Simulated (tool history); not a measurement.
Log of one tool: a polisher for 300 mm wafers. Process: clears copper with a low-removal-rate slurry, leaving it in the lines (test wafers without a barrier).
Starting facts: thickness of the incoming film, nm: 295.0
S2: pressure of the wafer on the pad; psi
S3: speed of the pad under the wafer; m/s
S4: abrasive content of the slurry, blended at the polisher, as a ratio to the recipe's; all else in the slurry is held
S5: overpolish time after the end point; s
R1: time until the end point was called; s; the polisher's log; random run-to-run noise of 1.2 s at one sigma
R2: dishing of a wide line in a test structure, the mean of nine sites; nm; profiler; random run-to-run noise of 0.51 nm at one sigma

{"run": 1, "hour": 0.0, "flow of slurry (ml/min)": 210, "S2": 2.8, "S3": 1.0, "S4": 1.0, "S5": 17, "R1": 90.136, "R2": 36.179}
{"run": 2, "hour": 0.8, "flow of slurry (ml/min)": 210, "S2": 2.8, "S3": 0.76, "S4": 1.0, "S5": 17, "R1": 116.6, "R2": 29.875}
{"run": 3, "hour": 9.7, "flow of slurry (ml/min)": 210, "S2": 2.8, "S3": 0.76, "S4": 0.9, "S5": 17, "R1": 121.29, "R2": 29.76}
{"run": 4, "hour": 18.2, "flow of slurry (ml/min)": 215, "S2": 3.0, "S3": 0.76, "S4": 0.9, "S5": 16, "R1": 112.35, "R2": 29.514}
{"run": 5, "hour": 21.1, "flow of slurry (ml/min)": 215, "S2": 3.2, "S3": 0.76, "S4": 0.9, "S5": 15, "R1": 107.51, "R2": 30.081}
{"run": 6, "hour": 28.8, "flow of slurry (ml/min)": 215, "S2": 3.3, "S3": 0.78, "S4": 0.9, "S5": 14, "R1": 101.63, "R2": 29.661}
{"run": 7, "hour": 31.2, "flow of slurry (ml/min)": 215, "S2": 3.4, "S3": 0.8, "S4": 0.9, "S5": 13, "R1": 92.538, "R2": 28.878}
{"run": 8, "hour": 33.9, "flow of slurry (ml/min)": 215, "S2": 3.5, "S3": 0.8, "S4": 0.9, "S5": 13, "R1": 96.678, "R2": 29.237}
{"run": 9, "hour": 42.7, "flow of slurry (ml/min)": 215, "S2": 3.6, "S3": 0.82, "S4": 0.9, "S5": 12, "R1": 86.142, "R2": 28.466}
{"run": 10, "hour": 49.4, "flow of slurry (ml/min)": 215, "S2": 3.7, "S3": 0.82, "S4": 0.9, "S5": 12, "R1": 83.601, "R2": 29.435}
{"run": 11, "hour": 57.9, "flow of slurry (ml/min)": 215, "S2": 4.4, "S3": 0.86, "S4": 0.9, "S5": 9, "R1": 70.613, "R2": 28.133}
{"run": 12, "hour": 62.8, "flow of slurry (ml/min)": 215, "S2": 4.4, "S3": 0.88, "S4": 0.9, "S5": 9, "R1": 67.141, "R2": 28.394}

Expected results for the next run?
{"run": 13, "hour": 68.5, "flow of slurry (ml/min)": 215, "S2": 4.4, "S3": 0.88, "S4": 0.9, "S5": 9, "R1": "?", "R2": "?"}

Run 13 gave R1 65.640 s, R2 29.078 nm.
